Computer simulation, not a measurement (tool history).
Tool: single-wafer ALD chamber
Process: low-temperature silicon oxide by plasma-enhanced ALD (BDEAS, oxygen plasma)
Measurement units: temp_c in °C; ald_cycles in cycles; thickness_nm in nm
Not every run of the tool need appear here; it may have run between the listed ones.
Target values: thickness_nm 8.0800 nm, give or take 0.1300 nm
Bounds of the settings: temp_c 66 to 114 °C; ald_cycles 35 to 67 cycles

run  hour  temp_c  ald_cycles  thickness_nm
  1   0.0      90          51        6.9681
  2   6.3      90          45        6.1455
  3  12.2      95          45        6.0351
  4  16.8      89          48        6.6643
  5  20.0      84          49        6.8703
  6  21.1      84          54        7.5940
  7  26.9      81          54        7.6909
  8  35.5      79          54        7.7617

Next run, 4 choices. One meets every target within its allowed miss, the rest don't. Which?
  A  44.1      83          59             ?
  B  44.1      73          57             ?
  C  44.1      87          60             ?
  D  44.1     100          61             ?

move  thickness_nm
   A        8.3247
   B        8.3533
   C        8.3349
   D        8.0618
A: the result that was furthest off in the last run now lies on the other side of its target
B: the result that was furthest off in the last run now lies on the other side of its target
C: the result that was furthest off in the last run now lies on the other side of its target
D: every result within its allowed miss
Answer: D

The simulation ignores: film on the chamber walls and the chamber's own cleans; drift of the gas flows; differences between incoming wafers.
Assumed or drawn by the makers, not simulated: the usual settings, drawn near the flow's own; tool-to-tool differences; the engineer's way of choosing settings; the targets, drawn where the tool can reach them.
